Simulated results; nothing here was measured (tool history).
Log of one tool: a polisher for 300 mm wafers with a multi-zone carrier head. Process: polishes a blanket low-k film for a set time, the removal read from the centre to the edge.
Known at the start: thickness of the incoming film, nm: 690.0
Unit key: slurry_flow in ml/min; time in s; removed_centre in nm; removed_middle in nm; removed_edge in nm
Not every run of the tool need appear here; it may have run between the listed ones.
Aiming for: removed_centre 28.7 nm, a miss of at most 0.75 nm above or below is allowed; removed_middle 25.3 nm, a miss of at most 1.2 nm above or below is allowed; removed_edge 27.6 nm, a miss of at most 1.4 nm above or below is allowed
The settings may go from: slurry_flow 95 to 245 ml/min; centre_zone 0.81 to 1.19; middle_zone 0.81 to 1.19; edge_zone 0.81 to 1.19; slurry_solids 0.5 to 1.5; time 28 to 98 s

run  hour  slurry_flow  centre_zone  middle_zone  edge_zone  slurry_solids  time  removed_centre  removed_middle  removed_edge
  1     0          155            1            1          1              1    63          19.491          19.866         20.56
  2   8.2          160         1.02            1       1.02           1.05    63            20.6          20.555        20.985
  3  15.4          160         1.03         0.99       1.03            1.1    63          21.209          20.685        22.079
  4  23.2          160         1.03         0.99       1.03            1.1    75          25.614          23.677        26.686
  5  29.8          160            1         0.99       1.03            1.1    75          24.352          24.212        26.651
  6  37.7          135            1         0.99       1.03            1.1    75          23.962            23.9        25.211
     42.9  -- worn pad replaced by a new one
  7  42.9          140         1.02            1       1.03            1.1    75           27.11          26.682        28.717
  8  51.7          140         1.02         0.99       1.02            1.1    75          27.136          26.436        27.923
  9  60.3          140         1.02         0.98       1.02            1.1    75          27.059           26.66        28.279

Which of these 5 next moves meets every target?
  A  68.9          180          1.1         0.96       1.01           0.95    75               ?               ?             ?
  B  68.9          145         1.03         1.02          1            1.4    69               ?               ?             ?
  C  68.9           95         0.99         0.92       0.93            1.1    90               ?               ?             ?
  D  68.9          225         1.07         1.08       1.03            1.1    71               ?               ?             ?
  E  68.9          150         0.97         0.83       0.91           1.35    72               ?               ?             ?

move  removed_centre  removed_middle  removed_edge
   A           28.54          25.428        27.311
   B          27.548          27.321        28.198
   C           28.89          27.935        30.758
   D           28.87            28.6        28.225
   E          27.029          24.517        27.962
A: meets every target
B: nearer the targets than the last run, but a result is still out of spec
C: the furthest-off result lands on target, but another misses its tolerance
D: the furthest-off result lands on target, but another misses its tolerance
E: no better and no worse than the last run
Move A is the one to make.
